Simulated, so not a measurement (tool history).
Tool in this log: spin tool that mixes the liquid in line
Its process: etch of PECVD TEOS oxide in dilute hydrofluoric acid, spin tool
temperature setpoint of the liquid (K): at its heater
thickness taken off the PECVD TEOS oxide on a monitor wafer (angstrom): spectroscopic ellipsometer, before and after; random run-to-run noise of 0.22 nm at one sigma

run,hour,temperature setpoint of the liquid (K),parts of water to one part of 49 % hydrofluoric acid (parts by volume),time under the liquid (s),thickness taken off the PECVD TEOS oxide on a monitor wafer (angstrom)
1,0,298.15,270,145,100.36
2,4.8,296.15,270,145,92.011
3,8,297.15,255,145,103.55
4,13.2,298.15,240,145,113.92
5,21.3,299.15,225,145,129.36
6,22.1,299.65,215,145,138.94
7,26,300.15,205,145,152.04
8,34.8,300.65,200,145,156.99

Run 9 comes next. What will it give?
9,38.9,301.15,195,145,?

{"run 9": {"thickness taken off the PECVD TEOS oxide on a monitor wafer (angstrom)": 164.86}}
